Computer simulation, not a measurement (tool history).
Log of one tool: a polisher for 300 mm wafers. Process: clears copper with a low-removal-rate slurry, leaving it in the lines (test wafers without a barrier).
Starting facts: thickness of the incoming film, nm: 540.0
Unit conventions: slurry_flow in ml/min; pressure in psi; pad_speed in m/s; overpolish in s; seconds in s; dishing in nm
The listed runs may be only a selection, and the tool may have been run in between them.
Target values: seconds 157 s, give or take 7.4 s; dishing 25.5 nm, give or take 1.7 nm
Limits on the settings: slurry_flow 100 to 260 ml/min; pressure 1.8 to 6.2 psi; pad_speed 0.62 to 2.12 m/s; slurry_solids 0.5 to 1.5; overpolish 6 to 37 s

run	day	slurry_flow	pressure	pad_speed	slurry_solids	overpolish	seconds	dishing
1	0	165	4	1.36	1	19	80.685	70.344
2	0.096	165	3.1	1.36	1	19	104.51	57.895
3	0.408	165	3.1	1.14	1	19	121.59	50.173
4	0.558	165	3.1	1.14	1	12	120.62	34.401
5	0.629	165	3.1	1.14	0.8	12	130.29	32.153
6	0.717	165	3.1	1.14	0.6	12	141	29.897
7	0.746	165	3	1.14	0.6	12	144.74	31.056
8	0.883	165	2.9	1.14	0.6	11	147.72	26.484

Which of these 4 next moves meets every target?
A	1.021	155	2.5	1.18	0.55	12	?	?
B	1.021	155	2.7	1.2	0.5	11	?	?
C	1.021	195	2.5	1.1	0.5	13	?	?
D	1.021	180	1.9	1.28	0.85	13	?	?

move	seconds	dishing
A	169.78	24.984
B	158.87	24.59
C	179.03	25.598
D	178.51	25.376
A: carries the result that was furthest off beyond its target, to the other side
B: in spec on every target
C: carries the result that was furthest off beyond its target, to the other side
D: carries the result that was furthest off beyond its target, to the other side
B is the move that brings every result within its allowed miss.
